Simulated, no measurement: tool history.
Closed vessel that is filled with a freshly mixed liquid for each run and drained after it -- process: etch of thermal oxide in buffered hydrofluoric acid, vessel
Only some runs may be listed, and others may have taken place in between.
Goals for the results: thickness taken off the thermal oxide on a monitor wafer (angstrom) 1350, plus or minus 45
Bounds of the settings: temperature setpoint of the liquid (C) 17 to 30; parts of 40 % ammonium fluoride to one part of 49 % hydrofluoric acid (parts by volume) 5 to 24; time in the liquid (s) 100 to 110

run	day	temperature setpoint of the liquid (C)	parts of 40 % ammonium fluoride to one part of 49 % hydrofluoric acid (parts by volume)	time in the liquid (s)	thickness taken off the thermal oxide on a monitor wafer (angstrom)
1	0	22	14.5	100	711.85
2	0.067	22	18	100	566.19
3	0.179	22	18	110	641.25
4	0.412	22	18	110	631.18
5	0.454	22	18	110	623.32
6	0.712	24.5	16.5	110	786.8
7	0.75	26.5	15	110	958.58
8	0.879	27.5	14	110	1072
9	1.146	30	12	110	1412.6
10	1.188	29.5	12	110	1424.3
# day 1.475: thermometer replaced
11	1.475	29	12	110	1454
12	1.812	28.5	12	110	1412.2

4 next moves are on the table. One of them brings every result within its allowed miss. Which?
A	2.15	30	10.5	100	?
B	2.15	26	10	110	?
C	2.15	30	12	105	?
D	2.15	28.5	11.5	100	?

move	thickness taken off the thermal oxide on a monitor wafer (angstrom)
A	1583.5
B	1476.8
C	1459.9
D	1339.1
A: lands further from the targets than the last run did
B: lands further from the targets than the last run did
C: lands further from the targets than the last run did
D: every result lands within tolerance
Answer: D
